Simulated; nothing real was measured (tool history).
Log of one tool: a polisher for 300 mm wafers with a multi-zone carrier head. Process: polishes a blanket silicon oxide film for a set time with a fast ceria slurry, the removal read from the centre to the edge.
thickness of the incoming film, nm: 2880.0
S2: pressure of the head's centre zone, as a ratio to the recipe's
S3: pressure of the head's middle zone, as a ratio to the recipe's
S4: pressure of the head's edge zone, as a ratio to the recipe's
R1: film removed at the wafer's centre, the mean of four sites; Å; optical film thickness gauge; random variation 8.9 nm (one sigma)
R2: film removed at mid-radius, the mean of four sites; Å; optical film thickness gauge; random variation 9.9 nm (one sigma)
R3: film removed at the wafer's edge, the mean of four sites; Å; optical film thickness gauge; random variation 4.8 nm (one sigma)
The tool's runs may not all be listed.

{"run": 1, "hour": 0.0, "flow of slurry (ml/min)": 205, "S2": 1.0, "S3": 1.0, "S4": 1.0, "polishing time (s)": 78, "R1": 8128.1, "R2": 8275.2, "R3": 8268.4}
{"run": 2, "hour": 3.0, "flow of slurry (ml/min)": 205, "S2": 0.94, "S3": 1.0, "S4": 1.0, "polishing time (s)": 78, "R1": 7755.1, "R2": 8487.4, "R3": 8442.9}
{"run": 3, "hour": 12.1, "flow of slurry (ml/min)": 205, "S2": 0.98, "S3": 1.0, "S4": 1.0, "polishing time (s)": 78, "R1": 7938.9, "R2": 8168.6, "R3": 8415.5}
{"run": 4, "hour": 13.3, "flow of slurry (ml/min)": 180, "S2": 0.98, "S3": 1.0, "S4": 1.0, "polishing time (s)": 78, "R1": 7524.9, "R2": 8003.4, "R3": 8253.4}
{"run": 5, "hour": 13.9, "flow of slurry (ml/min)": 185, "S2": 1.02, "S3": 1.04, "S4": 0.95, "polishing time (s)": 73, "R1": 7483.1, "R2": 8031.2, "R3": 7446.2}
{"run": 6, "hour": 18.5, "flow of slurry (ml/min)": 180, "S2": 1.05, "S3": 1.04, "S4": 0.91, "polishing time (s)": 70, "R1": 7399.8, "R2": 7306.1, "R3": 7074.7}
{"run": 7, "hour": 21.9, "flow of slurry (ml/min)": 180, "S2": 1.07, "S3": 1.07, "S4": 0.88, "polishing time (s)": 67, "R1": 7062.2, "R2": 7347.8, "R3": 6538.2}
{"run": 8, "hour": 30.2, "flow of slurry (ml/min)": 180, "S2": 1.09, "S3": 1.08, "S4": 0.86, "polishing time (s)": 65, "R1": 7102.8, "R2": 7103.2, "R3": 6361.0}
{"run": 9, "hour": 35.9, "flow of slurry (ml/min)": 180, "S2": 1.11, "S3": 1.1, "S4": 0.85, "polishing time (s)": 63, "R1": 7054.1, "R2": 7044.8, "R3": 6125.0}

The next listed run, before its measurement:
{"run": 10, "hour": 42.8, "flow of slurry (ml/min)": 175, "S2": 1.12, "S3": 1.11, "S4": 0.84, "polishing time (s)": 62, "R1": "?", "R2": "?", "R3": "?"}

{"run 10": {"R1": 6825.6, "R2": 6959.6, "R3": 6036.4}}
